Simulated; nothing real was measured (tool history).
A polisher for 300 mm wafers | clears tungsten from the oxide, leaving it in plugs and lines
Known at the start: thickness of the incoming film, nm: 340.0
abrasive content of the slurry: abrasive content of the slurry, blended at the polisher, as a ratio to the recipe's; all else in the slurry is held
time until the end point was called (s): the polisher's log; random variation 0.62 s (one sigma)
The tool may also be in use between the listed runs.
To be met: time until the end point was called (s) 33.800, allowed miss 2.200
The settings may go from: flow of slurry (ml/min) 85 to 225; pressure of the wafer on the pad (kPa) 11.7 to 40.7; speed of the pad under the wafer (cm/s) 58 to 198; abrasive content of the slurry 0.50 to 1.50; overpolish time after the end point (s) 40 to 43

run    day  flow of slurry (ml/min)  pressure of the wafer on the pad (kPa)  speed of the pad under the wafer (cm/s)  abrasive content of the slurry  overpolish time after the end point (s)  time until the end point was called (s)
  1  0.000                      145                                    26.2                                      128                            1.00                                       40                                   47.994
  2  0.221                      145                                    27.6                                      130                            1.00                                       40                                   44.415
  3  0.392                      145                                    28.3                                      130                            1.00                                       40                                   43.145
  4  0.500                      145                                    29.0                                      130                            1.00                                       40                                   42.993
  5  0.688                      145                                    29.6                                      130                            1.00                                       40                                   43.657
  6  0.933                      145                                    29.6                                      130                            1.00                                       40                                   43.748
  7  1.250                      145                                    31.0                                      132                            1.00                                       40                                   41.143
  8  1.550                      145                                    31.7                                      134                            1.00                                       40                                   38.953
  9  1.617                      145                                    32.4                                      134                            1.00                                       40                                   39.134
 10  1.771                      145                                    33.1                                      134                            1.00                                       40                                   37.681
 11  2.004                      145                                    33.8                                      134                            1.00                                       40                                   39.063

5 next moves are on the table. One of them brings every result within its allowed miss. Which?
  A  2.238                      140                                    30.3                                      132                            1.10                                       43                                        ?
  B  2.238                      145                                    37.9                                      164                            1.05                                       40                                        ?
  C  2.238                      130                                    29.6                                      144                            0.70                                       43                                        ?
  D  2.238                      110                                    30.3                                      178                            0.95                                       40                                        ?
  E  2.238                      135                                    35.2                                      186                            1.00                                       43                                        ?

move  time until the end point was called (s)
   A                                   42.048
   B                                   29.851
   C                                   44.101
   D                                   35.000
   E                                   28.715
A: further off than the last run
B: takes the result that was furthest off past its target
C: further off than the last run
D: meets every target
E: takes the result that was furthest off past its target
The right move is D.
